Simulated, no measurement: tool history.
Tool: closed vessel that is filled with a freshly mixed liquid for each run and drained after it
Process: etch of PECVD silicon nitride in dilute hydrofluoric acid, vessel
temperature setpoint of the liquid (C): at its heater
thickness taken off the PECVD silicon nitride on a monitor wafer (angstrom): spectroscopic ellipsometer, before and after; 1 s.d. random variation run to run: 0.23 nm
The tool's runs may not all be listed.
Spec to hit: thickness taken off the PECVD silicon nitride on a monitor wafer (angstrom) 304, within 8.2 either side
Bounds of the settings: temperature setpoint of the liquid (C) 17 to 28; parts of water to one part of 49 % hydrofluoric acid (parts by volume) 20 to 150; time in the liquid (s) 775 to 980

run	hour	temperature setpoint of the liquid (C)	parts of water to one part of 49 % hydrofluoric acid (parts by volume)	time in the liquid (s)	thickness taken off the PECVD silicon nitride on a monitor wafer (angstrom)
1	0	20	85	980	159.56
2	6.5	17	85	980	128.21
3	13.8	20	85	980	160.41
4	22.1	20	60	980	223.06
5	30.6	21	60	980	239.72
6	36.6	22	60	980	257.67
7	45.6	22.5	60	980	262.71
8	50.8	25	60	980	316.05

Which of these 4 next moves meets every target?
A	56	25.5	60	980	?
B	56	28	70	915	?
C	56	27.5	65	945	?
D	56	28	70	950	?

move	thickness taken off the PECVD silicon nitride on a monitor wafer (angstrom)
A	321.99
B	304.12
C	327.23
D	315.75
A: further off than the last run
B: every result lands within tolerance
C: further off than the last run
D: no nearer and no further than the last run
Move B is the one to make.

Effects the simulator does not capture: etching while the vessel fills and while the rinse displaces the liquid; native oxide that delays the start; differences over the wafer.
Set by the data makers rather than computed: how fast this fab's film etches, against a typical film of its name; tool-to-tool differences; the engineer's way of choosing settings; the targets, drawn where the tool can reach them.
